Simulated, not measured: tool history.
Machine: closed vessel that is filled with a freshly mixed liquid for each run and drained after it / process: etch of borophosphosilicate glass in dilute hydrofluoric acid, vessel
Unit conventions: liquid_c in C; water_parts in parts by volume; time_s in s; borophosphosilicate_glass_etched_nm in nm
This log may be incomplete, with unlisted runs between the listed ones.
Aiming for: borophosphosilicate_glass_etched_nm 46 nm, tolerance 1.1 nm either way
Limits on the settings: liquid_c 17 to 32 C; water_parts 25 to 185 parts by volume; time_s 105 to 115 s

run	hour	liquid_c	water_parts	time_s	borophosphosilicate_glass_etched_nm
1	0	24	105	105	29.763
2	5.7	25	105	105	31.548
3	8	25	125	105	25.688
4	10	25	110	105	29.551
5	19.2	25	110	115	32.327
6	24.3	26	110	115	33.977
7	32.2	26.5	110	115	34.197
# hour 36.2: hydrofluoric acid flow meter replaced
8	36.2	27	110	115	38.035

Pick the move, out of 5, that brings all results within their allowed miss; only one does.
A	40.2	30.5	105	110	?
B	40.2	25	90	115	?
C	40.2	24.5	85	110	?
D	40.2	27.5	95	115	?
E	40.2	27.5	90	115	?

move	borophosphosilicate_glass_etched_nm
A	44.274
B	44.623
C	44.588
D	46.304
E	49.208
A: moves toward the targets from the last run without getting all of them in spec
B: moves toward the targets from the last run without getting all of them in spec
C: moves toward the targets from the last run without getting all of them in spec
D: all results land within tolerance of their targets
E: takes the biggest miss from the last run beyond its target
So the answer is move D, the one that meets all the targets.
